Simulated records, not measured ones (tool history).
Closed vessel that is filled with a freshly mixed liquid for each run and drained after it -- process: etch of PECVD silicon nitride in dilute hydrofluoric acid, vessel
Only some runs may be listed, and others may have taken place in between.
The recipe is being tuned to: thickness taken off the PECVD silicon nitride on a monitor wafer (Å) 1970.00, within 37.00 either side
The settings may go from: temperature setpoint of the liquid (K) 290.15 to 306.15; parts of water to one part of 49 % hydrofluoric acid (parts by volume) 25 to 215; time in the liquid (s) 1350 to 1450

run	hour	temperature setpoint of the liquid (K)	parts of water to one part of 49 % hydrofluoric acid (parts by volume)	time in the liquid (s)	thickness taken off the PECVD silicon nitride on a monitor wafer (Å)
1	0.0	298.15	120	1350	775.55
2	8.8	298.15	145	1350	644.05
3	14.5	298.15	145	1450	687.78
4	21.7	298.15	145	1450	690.87
5	25.9	300.15	130	1450	876.12
6	29.1	300.15	165	1450	686.77
7	30.2	301.65	140	1450	887.26
8	34.7	302.65	120	1450	1111.40
9	35.5	303.65	110	1450	1284.60
10	44.2	304.15	100	1450	1452.80
11	50.7	304.65	95	1450	1585.20
12	58.0	305.15	90	1450	1733.90
13	63.3	305.65	90	1450	1792.20

Below are 5 possible settings for the next run. Only one of them brings all results inside the allowed miss of their targets. Which is it?
A	68.6	303.65	75	1355	?
B	68.6	299.15	55	1410	?
C	68.6	303.15	65	1350	?
D	68.6	306.15	80	1450	?
E	68.6	306.15	75	1405	?

move	thickness taken off the PECVD silicon nitride on a monitor wafer (Å)
A	1764.10
B	1865.20
C	1964.00
D	2069.20
E	2139.80
A: moves away from the targets compared with the last run
B: nearer than the last run, and not there yet
C: all results land within tolerance of their targets
D: carries the result that was furthest off beyond its target, to the other side
E: carries the result that was furthest off beyond its target, to the other side
Go with C: it meets all targets.
